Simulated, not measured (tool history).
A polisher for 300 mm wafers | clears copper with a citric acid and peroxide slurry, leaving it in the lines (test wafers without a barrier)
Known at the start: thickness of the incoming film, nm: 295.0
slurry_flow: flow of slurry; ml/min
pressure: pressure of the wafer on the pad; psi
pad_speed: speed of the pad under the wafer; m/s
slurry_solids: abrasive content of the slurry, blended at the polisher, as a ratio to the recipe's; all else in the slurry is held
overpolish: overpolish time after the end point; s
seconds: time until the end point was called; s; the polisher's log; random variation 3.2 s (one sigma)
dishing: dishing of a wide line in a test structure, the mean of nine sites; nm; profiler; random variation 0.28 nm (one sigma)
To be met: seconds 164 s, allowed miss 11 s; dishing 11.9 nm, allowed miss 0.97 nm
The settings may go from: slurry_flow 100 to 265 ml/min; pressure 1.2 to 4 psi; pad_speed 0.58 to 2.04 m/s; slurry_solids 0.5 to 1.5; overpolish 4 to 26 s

run  hour  slurry_flow  pressure  pad_speed  slurry_solids  overpolish  seconds  dishing
  1     0          170       2.6        1.3              1          13   131.26   19.512
  2   7.2          170       2.6        1.3           0.85          13   136.26   19.948
  3   9.3          175       2.4       1.28            0.9          11   143.22   16.499
  4  10.8          175       2.4       1.28            0.7          11   146.87    14.94
  5  13.2          175       2.3       1.28            0.7          10   155.77   13.659
       19  -- slurry blender recalibrated
  6    19          210       2.3       1.28            0.7          10   146.38   15.041
  7  25.9          200       2.2       1.28            0.7          10   153.04   13.873
  8  31.9          200       2.2       1.28            0.7          10   154.87    13.43

Which of these 5 next moves meets every target?
  A  37.9          200       1.4       1.42            0.8          11        ?        ?
  B  37.9          140       3.4       0.82            0.7          11        ?        ?
  C  37.9          200       1.8       1.12           0.85          11        ?        ?
  D  37.9          215       2.5        0.9            0.6          10        ?        ?
  E  37.9          175       1.6        1.6            0.6           9        ?        ?

move  seconds  dishing
   A   200.54   11.793
   B   163.01   14.399
   C    199.6   11.916
   D    187.2   11.668
   E   169.35   11.501
A: brings the result that was furthest off to its target, and leaves another outside
B: further off than the last run
C: brings the result that was furthest off to its target, and leaves another outside
D: brings the result that was furthest off to its target, and leaves another outside
E: meets every target
Answer: E

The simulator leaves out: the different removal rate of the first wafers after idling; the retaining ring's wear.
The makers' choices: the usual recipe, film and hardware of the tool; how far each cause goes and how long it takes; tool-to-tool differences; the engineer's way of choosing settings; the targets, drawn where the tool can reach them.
